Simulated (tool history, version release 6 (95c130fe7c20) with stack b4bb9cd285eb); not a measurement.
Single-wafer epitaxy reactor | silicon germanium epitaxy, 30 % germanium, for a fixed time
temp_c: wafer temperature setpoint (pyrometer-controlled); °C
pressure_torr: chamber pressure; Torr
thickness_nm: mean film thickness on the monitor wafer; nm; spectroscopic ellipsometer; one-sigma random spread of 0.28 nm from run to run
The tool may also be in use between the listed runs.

run,hour,temp_c,pressure_torr,thickness_nm
1,0,600,20.4,60.701
2,5.9,602,20.4,63.276
3,9.1,603,20.4,64.572
4,10.1,594,20.4,54.129
5,11,605,20.4,66.887
6,13.1,616,20.4,82.389
7,20.5,616,20.4,82.246
8,24.3,613,20.3,77.518

Forecast run 9:
9,31.5,611,20.3,?

thickness_nm: 74.415 nm

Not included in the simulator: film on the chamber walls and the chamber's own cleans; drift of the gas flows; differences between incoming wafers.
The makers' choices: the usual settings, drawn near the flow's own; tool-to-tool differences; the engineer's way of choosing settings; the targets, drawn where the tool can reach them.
